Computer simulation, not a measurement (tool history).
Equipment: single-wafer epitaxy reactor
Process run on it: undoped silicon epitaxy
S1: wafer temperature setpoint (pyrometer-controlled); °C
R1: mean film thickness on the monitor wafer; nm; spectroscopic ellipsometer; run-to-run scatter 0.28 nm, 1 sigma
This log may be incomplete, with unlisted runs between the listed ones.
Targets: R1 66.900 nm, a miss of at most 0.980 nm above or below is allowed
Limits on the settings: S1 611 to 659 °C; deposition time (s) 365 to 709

{"run": 1, "hour": 0.0, "S1": 635, "deposition time (s)": 537, "R1": 61.639}
{"run": 2, "hour": 2.3, "S1": 626, "deposition time (s)": 537, "R1": 51.125}
{"run": 3, "hour": 4.2, "S1": 626, "deposition time (s)": 477, "R1": 45.285}
{"run": 4, "hour": 7.2, "S1": 620, "deposition time (s)": 477, "R1": 40.461}
{"run": 5, "hour": 15.7, "S1": 620, "deposition time (s)": 549, "R1": 46.231}
{"run": 6, "hour": 19.9, "S1": 624, "deposition time (s)": 549, "R1": 49.803}
{"run": 7, "hour": 25.7, "S1": 627, "deposition time (s)": 549, "R1": 53.572}
{"run": 8, "hour": 30.2, "S1": 630, "deposition time (s)": 549, "R1": 56.297}
{"run": 9, "hour": 38.8, "S1": 640, "deposition time (s)": 550, "R1": 69.347}
{"run": 10, "hour": 44.3, "S1": 640, "deposition time (s)": 550, "R1": 69.58}
{"run": 11, "hour": 51.2, "S1": 639, "deposition time (s)": 550, "R1": 68.079}

Which single option among these 5 for the next run brings every result within its allowed miss of target? Just one does.
{"run": "A", "hour": 58.1, "S1": 633, "deposition time (s)": 588, "R1": "?"}
{"run": "B", "hour": 58.1, "S1": 631, "deposition time (s)": 639, "R1": "?"}
{"run": "C", "hour": 58.1, "S1": 639, "deposition time (s)": 560, "R1": "?"}
{"run": "D", "hour": 58.1, "S1": 645, "deposition time (s)": 500, "R1": "?"}
{"run": "E", "hour": 58.1, "S1": 640, "deposition time (s)": 554, "R1": "?"}

move=A R1=64.581
move=B R1=67.440
move=C R1=69.254
move=D R1=69.528
move=E R1=69.870
A: carries the result that was furthest off beyond its target, to the other side
B: each result inside its tolerance
C: its largest miss is bigger than the last run's
D: its largest miss is bigger than the last run's
E: its largest miss is bigger than the last run's
The right move is B.

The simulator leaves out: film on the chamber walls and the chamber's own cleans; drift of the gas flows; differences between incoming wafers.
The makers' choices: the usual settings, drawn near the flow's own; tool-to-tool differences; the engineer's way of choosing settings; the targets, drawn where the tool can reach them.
